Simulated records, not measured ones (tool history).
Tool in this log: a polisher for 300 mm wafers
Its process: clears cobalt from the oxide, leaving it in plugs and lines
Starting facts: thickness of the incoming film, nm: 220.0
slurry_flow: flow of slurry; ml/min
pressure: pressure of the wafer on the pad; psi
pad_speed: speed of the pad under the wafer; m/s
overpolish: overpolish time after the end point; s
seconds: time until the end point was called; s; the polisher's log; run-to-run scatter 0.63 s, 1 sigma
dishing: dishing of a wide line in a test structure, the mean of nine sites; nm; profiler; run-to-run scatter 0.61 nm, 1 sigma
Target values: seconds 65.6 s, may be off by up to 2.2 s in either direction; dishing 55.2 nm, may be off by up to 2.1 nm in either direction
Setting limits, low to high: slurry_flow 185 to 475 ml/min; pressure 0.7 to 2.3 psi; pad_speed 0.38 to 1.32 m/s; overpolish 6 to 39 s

run 1 day=0 | slurry_flow=305 pressure=1.5 pad_speed=0.84 overpolish=20 | seconds=53.657 dishing=48.563
run 2 day=0.05 | slurry_flow=305 pressure=1.5 pad_speed=0.84 overpolish=21 | seconds=53.184 dishing=50.043
run 3 day=0.175 | slurry_flow=305 pressure=1.4 pad_speed=0.84 overpolish=22 | seconds=58.197 dishing=49.958
run 4 day=0.262 | slurry_flow=305 pressure=1.4 pad_speed=0.84 overpolish=14 | seconds=57.904 dishing=37.449
run 5 day=0.333 | slurry_flow=240 pressure=1.4 pad_speed=0.84 overpolish=14 | seconds=60.365 dishing=36.211
run 6 day=0.412 | slurry_flow=240 pressure=1.4 pad_speed=0.84 overpolish=16 | seconds=59.614 dishing=40.266
run 7 day=0.504 | slurry_flow=235 pressure=1.4 pad_speed=0.84 overpolish=18 | seconds=59.453 dishing=43.445
run 8 day=0.6 | slurry_flow=235 pressure=1.4 pad_speed=0.84 overpolish=18 | seconds=60.272 dishing=43.576
run 9 day=0.829 | slurry_flow=230 pressure=1.4 pad_speed=0.84 overpolish=19 | seconds=58.851 dishing=44.776
run 10 day=0.946 | slurry_flow=230 pressure=1.4 pad_speed=0.84 overpolish=20 | seconds=59.222 dishing=46.194
run 11 day=1.05 | slurry_flow=230 pressure=1.4 pad_speed=0.84 overpolish=21 | seconds=60.7 dishing=47.77
run 12 day=1.204 | slurry_flow=225 pressure=1.4 pad_speed=0.84 overpolish=22 | seconds=59.093 dishing=48.825
run 13 day=1.442 | slurry_flow=225 pressure=1.4 pad_speed=0.84 overpolish=23 | seconds=59.855 dishing=50.136
run 14 day=1.633 | slurry_flow=225 pressure=1.4 pad_speed=0.84 overpolish=24 | seconds=60.418 dishing=51.177
run 15 day=1.958 | slurry_flow=225 pressure=1.4 pad_speed=0.84 overpolish=25 | seconds=60.714 dishing=51.918

Which one of the following 4 next-run settings gets every result inside its allowed miss? There is exactly one.
run A day=2.283 | slurry_flow=280 pressure=1.5 pad_speed=0.72 overpolish=22 | seconds=? dishing=?
run B day=2.283 | slurry_flow=190 pressure=1.5 pad_speed=0.84 overpolish=21 | seconds=? dishing=?
run C day=2.283 | slurry_flow=220 pressure=1.4 pad_speed=0.84 overpolish=21 | seconds=? dishing=?
run D day=2.283 | slurry_flow=220 pressure=1.6 pad_speed=0.68 overpolish=30 | seconds=? dishing=?

move=A seconds=63.414 dishing=48.172
move=B seconds=57.598 dishing=49.55
move=C seconds=60.179 dishing=48.3
move=D seconds=64.851 dishing=56.581
A: the furthest-off result lands on target, but another misses its tolerance
B: further off than the last run
C: further off than the last run
D: every result within its allowed miss
The move that meets every target is D.
